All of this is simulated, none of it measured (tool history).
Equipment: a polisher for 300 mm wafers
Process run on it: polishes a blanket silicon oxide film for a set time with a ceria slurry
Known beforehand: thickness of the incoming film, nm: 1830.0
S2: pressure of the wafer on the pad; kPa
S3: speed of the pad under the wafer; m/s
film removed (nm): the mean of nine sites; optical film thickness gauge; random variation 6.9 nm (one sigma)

Run 1, day 0.000: flow of slurry (ml/min) 260, S2 22.1 kPa, S3 1.20 m/s, polishing time (s) 82. Result: film removed (nm) 397.73.
Run 2, day 0.062: flow of slurry (ml/min) 260, S2 26.2 kPa, S3 1.20 m/s, polishing time (s) 82. Result: film removed (nm) 455.20.
Run 3, day 0.271: flow of slurry (ml/min) 230, S2 26.2 kPa, S3 1.20 m/s, polishing time (s) 82. Result: film removed (nm) 459.22.
Run 4, day 0.354: flow of slurry (ml/min) 230, S2 27.6 kPa, S3 1.22 m/s, polishing time (s) 82. Result: film removed (nm) 482.69.
Run 5, day 0.638: flow of slurry (ml/min) 230, S2 29.0 kPa, S3 1.24 m/s, polishing time (s) 82. Result: film removed (nm) 499.81.
Run 6, day 0.917: flow of slurry (ml/min) 230, S2 24.1 kPa, S3 1.24 m/s, polishing time (s) 82. Result: film removed (nm) 446.04.
Run 7, day 1.150: flow of slurry (ml/min) 230, S2 26.2 kPa, S3 1.26 m/s, polishing time (s) 82. Result: film removed (nm) 471.38.

Run 8 comes next. What will it give?
Run 8, day 1.512: flow of slurry (ml/min) 230, S2 27.6 kPa, S3 1.28 m/s, polishing time (s) 82. Result: film removed (nm) ?.

Run 8 gave film removed (nm) 502.47.
